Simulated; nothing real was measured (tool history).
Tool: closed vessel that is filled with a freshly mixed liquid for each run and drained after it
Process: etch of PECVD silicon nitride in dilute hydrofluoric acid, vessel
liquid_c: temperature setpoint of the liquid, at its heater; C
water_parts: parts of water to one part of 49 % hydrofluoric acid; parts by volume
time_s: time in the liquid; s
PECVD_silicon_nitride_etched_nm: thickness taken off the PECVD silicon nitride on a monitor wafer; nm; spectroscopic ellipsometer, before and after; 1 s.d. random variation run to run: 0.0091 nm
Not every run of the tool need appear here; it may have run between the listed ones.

run	day	liquid_c	water_parts	time_s	PECVD_silicon_nitride_etched_nm
1	0	21	80	145	3.0407
2	0.204	20	85	145	2.7046
3	0.262	22.5	85	145	3.1846
4	0.621	21.5	90	145	2.7923
5	0.758	23	90	145	3.1063
# day 0.921: thermometer replaced
6	0.921	21.5	90	145	2.9941
7	1.3	20.5	100	145	2.5166

What will run 8 give?
8	1.558	19.5	105	145	?

PECVD_silicon_nitride_etched_nm: 2.2439 nm
